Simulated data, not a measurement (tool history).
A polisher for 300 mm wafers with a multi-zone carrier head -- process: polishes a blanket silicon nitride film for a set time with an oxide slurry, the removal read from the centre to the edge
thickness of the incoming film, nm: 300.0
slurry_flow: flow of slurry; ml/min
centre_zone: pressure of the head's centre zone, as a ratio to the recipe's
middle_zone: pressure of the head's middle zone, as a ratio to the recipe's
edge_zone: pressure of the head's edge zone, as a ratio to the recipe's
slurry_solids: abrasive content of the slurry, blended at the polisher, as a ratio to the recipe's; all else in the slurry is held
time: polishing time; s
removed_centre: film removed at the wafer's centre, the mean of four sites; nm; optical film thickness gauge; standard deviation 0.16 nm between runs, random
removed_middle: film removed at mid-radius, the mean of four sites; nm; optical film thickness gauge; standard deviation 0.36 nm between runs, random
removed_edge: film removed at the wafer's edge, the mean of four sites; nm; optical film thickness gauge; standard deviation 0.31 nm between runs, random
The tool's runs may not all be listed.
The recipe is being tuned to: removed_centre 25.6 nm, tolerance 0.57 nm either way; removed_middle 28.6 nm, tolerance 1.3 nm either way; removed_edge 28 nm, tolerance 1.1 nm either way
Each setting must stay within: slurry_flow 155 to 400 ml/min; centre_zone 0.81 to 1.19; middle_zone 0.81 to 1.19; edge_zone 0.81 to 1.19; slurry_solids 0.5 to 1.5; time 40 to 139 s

run,day,slurry_flow,centre_zone,middle_zone,edge_zone,slurry_solids,time,removed_centre,removed_middle,removed_edge
1,0,255,1,1,1,1,89,69.089,65.569,68.855
2,0.088,315,1,1,1,1,89,71.307,67.379,69.028
3,0.246,285,0.94,0.99,0.94,0.85,74,51.37,49.837,52.77
4,0.517,285,0.94,0.99,0.89,0.85,74,50.857,51.515,50.813
5,0.629,275,0.91,1,0.86,0.75,63,39.578,40.345,38.945
6,0.933,275,0.91,1,0.86,0.75,71,45.255,44.874,44.468
7,1.288,275,0.91,1,0.86,0.75,71,44.744,46.518,45.289
8,1.388,255,0.88,1,0.85,0.65,64,36.114,37.54,36.852
# day 1.446: edge zone pressure recalibrated
9,1.446,185,0.81,1.06,0.88,0.5,55,23.773,28.454,26.1
10,1.775,200,0.81,1.04,0.88,0.5,55,23.881,28.065,26.441
11,2.017,215,0.81,1.03,0.88,0.5,55,24.472,28.179,26.391
12,2.167,220,0.81,1.02,0.9,0.5,55,24.547,27.769,27.025
13,2.492,230,0.81,1.02,0.9,0.5,55,24.572,28.16,26.371
14,2.771,220,0.84,1.02,0.98,0.55,55,26.864,29.369,29.781
15,2.933,210,0.84,1.02,0.96,0.55,55,26.604,30.079,29.064
16,3.221,200,0.84,1.01,0.95,0.55,55,26.379,29.249,28.579

Consider the 4 candidate settings below. Which is the only one whose results all fall within their allowed miss of target?
A,3.508,215,0.86,0.96,0.95,0.5,57,?,?,?
B,3.508,195,0.86,0.96,0.92,0.5,61,?,?,?
C,3.508,165,0.88,1.06,1.01,0.55,54,?,?,?
D,3.508,155,0.83,1.13,0.83,0.5,60,?,?,?

move,removed_centre,removed_middle,removed_edge
A,26.908,27.632,28.427
B,28.315,29.131,29.638
C,26.102,28.74,28.305
D,25.814,31.541,26.913
A: lands further from the targets than the last run did
B: lands further from the targets than the last run did
C: each result inside its tolerance
D: corrects the largest miss of the last run, while another result sits out of spec
Go with C: it meets all targets.
